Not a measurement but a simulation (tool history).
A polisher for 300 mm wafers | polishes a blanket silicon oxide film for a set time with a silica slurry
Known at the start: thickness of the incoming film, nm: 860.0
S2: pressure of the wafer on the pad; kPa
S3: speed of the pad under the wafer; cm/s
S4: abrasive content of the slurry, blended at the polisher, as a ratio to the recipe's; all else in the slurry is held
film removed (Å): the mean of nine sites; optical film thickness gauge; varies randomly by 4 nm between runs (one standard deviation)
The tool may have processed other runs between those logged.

{"run": 1, "hour": 0.0, "flow of slurry (ml/min)": 230, "S2": 24.1, "S3": 144, "S4": 1, "polishing time (s)": 92, "film removed (Å)": 2634.3}
{"run": 2, "hour": 3.0, "flow of slurry (ml/min)": 230, "S2": 24.8, "S3": 144, "S4": 1, "polishing time (s)": 92, "film removed (Å)": 2673.4}
{"run": 3, "hour": 5.1, "flow of slurry (ml/min)": 230, "S2": 24.8, "S3": 144, "S4": 0.9, "polishing time (s)": 92, "film removed (Å)": 2492.5}
{"run": 4, "hour": 13.3, "flow of slurry (ml/min)": 230, "S2": 26.2, "S3": 144, "S4": 0.9, "polishing time (s)": 92, "film removed (Å)": 2561.3}
{"run": 5, "hour": 16.6, "flow of slurry (ml/min)": 230, "S2": 29.6, "S3": 144, "S4": 0.9, "polishing time (s)": 92, "film removed (Å)": 2945.6}
{"run": 6, "hour": 22.5, "flow of slurry (ml/min)": 255, "S2": 29.6, "S3": 144, "S4": 0.9, "polishing time (s)": 92, "film removed (Å)": 2984.2}

Run 7, settings as shown, results not yet in. Your forecast:
{"run": 7, "hour": 24.1, "flow of slurry (ml/min)": 255, "S2": 30.3, "S3": 144, "S4": 0.9, "polishing time (s)": 92, "film removed (Å)": "?"}

{"run 7": {"film removed (Å)": 3022.7}}
